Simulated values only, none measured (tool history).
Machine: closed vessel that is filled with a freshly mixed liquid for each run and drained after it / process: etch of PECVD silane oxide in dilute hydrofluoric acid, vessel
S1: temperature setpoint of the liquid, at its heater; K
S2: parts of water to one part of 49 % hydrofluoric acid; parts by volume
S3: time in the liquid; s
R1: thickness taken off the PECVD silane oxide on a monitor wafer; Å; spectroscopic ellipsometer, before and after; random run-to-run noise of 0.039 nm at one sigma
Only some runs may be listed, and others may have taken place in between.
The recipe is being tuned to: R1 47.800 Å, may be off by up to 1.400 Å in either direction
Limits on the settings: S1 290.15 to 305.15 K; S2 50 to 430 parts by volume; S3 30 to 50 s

run 1 day=0.000 | S1=297.15 S2=240 S3=50 | R1=26.686
run 2 day=0.321 | S1=297.15 S2=240 S3=50 | R1=26.962
run 3 day=0.579 | S1=299.65 S2=220 S3=50 | R1=33.669
run 4 day=0.825 | S1=301.65 S2=215 S3=50 | R1=36.629
run 5 day=1.012 | S1=301.65 S2=290 S3=50 | R1=24.866
run 6 day=1.067 | S1=302.65 S2=255 S3=50 | R1=30.341
run 7 day=1.254 | S1=303.65 S2=230 S3=50 | R1=35.785
run 8 day=1.621 | S1=304.15 S2=215 S3=50 | R1=40.137
run 9 day=1.967 | S1=304.65 S2=205 S3=50 | R1=43.421
run 10 day=2.038 | S1=304.65 S2=200 S3=50 | R1=43.776
run 11 day=2.350 | S1=304.65 S2=195 S3=50 | R1=45.074

Below are 5 possible settings for the next run. Only one of them brings all results inside the allowed miss of their targets. Which is it?
run A day=2.662 | S1=300.15 S2=165 S3=50 | R1=?
run B day=2.662 | S1=303.15 S2=210 S3=50 | R1=?
run C day=2.662 | S1=305.15 S2=200 S3=50 | R1=?
run D day=2.662 | S1=305.15 S2=180 S3=50 | R1=?
run E day=2.662 | S1=305.15 S2=205 S3=50 | R1=?

move=A R1=47.785
move=B R1=39.556
move=C R1=45.017
move=D R1=51.333
move=E R1=43.640
A: hits every target within its allowed miss
B: its largest miss is bigger than the last run's
C: no better and no worse than the last run
D: takes the biggest miss from the last run beyond its target
E: its largest miss is bigger than the last run's
Correct choice: A, which meets every target

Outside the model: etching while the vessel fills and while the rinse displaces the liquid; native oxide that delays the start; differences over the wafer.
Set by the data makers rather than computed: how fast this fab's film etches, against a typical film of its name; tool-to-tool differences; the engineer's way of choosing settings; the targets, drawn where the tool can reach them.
